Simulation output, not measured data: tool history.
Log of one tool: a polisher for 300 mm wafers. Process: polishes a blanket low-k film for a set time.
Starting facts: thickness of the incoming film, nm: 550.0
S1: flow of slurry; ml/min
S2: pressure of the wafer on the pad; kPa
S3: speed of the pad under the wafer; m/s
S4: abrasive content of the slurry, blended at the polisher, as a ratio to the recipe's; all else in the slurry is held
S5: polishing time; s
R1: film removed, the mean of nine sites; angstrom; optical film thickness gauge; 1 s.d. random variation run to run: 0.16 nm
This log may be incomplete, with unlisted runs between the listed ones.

run,hour,S1,S2,S3,S4,S5,R1
1,0.0,225,8.3,0.78,1.0,52,121.53
2,5.6,225,8.3,0.78,0.9,52,120.30
3,12.4,225,8.3,0.78,1.1,52,130.20
4,19.2,225,8.3,0.78,1.2,52,135.59
5,24.6,225,8.3,0.78,1.2,52,134.26
6,28.0,225,8.3,0.64,1.2,52,118.51
7,30.7,225,9.0,0.64,1.2,52,127.13

Estimate the outcome of run 8 from the log above:
8,31.7,225,9.7,0.64,1.2,52,?

R1: 134.77 angstrom

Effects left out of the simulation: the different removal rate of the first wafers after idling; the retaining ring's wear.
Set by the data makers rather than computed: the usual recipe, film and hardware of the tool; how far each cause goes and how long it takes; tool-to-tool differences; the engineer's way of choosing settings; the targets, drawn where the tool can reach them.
